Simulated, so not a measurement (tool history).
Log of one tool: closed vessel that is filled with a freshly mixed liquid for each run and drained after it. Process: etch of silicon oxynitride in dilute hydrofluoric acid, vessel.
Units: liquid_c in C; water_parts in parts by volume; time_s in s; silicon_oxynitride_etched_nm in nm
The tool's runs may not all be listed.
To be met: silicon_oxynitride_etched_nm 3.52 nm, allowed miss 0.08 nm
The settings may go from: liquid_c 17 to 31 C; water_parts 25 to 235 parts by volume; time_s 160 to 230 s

| run | day | liquid_c | water_parts | time_s | silicon_oxynitride_etched_nm |
|---|---|---|---|---|---|
| 1 | 0 | 23 | 130 | 230 | 7.0017 |
| 2 | 0.238 | 23 | 130 | 230 | 6.9672 |
| 3 | 0.525 | 23 | 95 | 230 | 9.9694 |
| 4 | 0.6 | 22 | 110 | 230 | 8.116 |
| 5 | 0.871 | 24.5 | 110 | 230 | 8.9748 |
| 6 | 1.179 | 24.5 | 110 | 230 | 9.096 |
| 7 | 1.358 | 23 | 125 | 230 | 7.298 |
| 8 | 1.55 | 22 | 135 | 230 | 6.3731 |
| 9 | 1.867 | 18 | 185 | 230 | 3.7514 |

5 next moves are on the table. One of them brings every result within its allowed miss. Which?
| A | 2.183 | 18 | 185 | 225 | ? |
| B | 2.183 | 17 | 145 | 160 | ? |
| C | 2.183 | 19.5 | 185 | 225 | ? |
| D | 2.183 | 19.5 | 185 | 210 | ? |
| E | 2.183 | 19.5 | 150 | 160 | ? |

| move | silicon_oxynitride_etched_nm |
|---|---|
| A | 3.69 |
| B | 3.2697 |
| C | 3.9619 |
| D | 3.6978 |
| E | 3.5565 |
A: nearer than the last run, and not there yet
B: takes the result that was furthest off past its target
C: further off than the last run
D: nearer than the last run, and not there yet
E: meets every target
Answer: E

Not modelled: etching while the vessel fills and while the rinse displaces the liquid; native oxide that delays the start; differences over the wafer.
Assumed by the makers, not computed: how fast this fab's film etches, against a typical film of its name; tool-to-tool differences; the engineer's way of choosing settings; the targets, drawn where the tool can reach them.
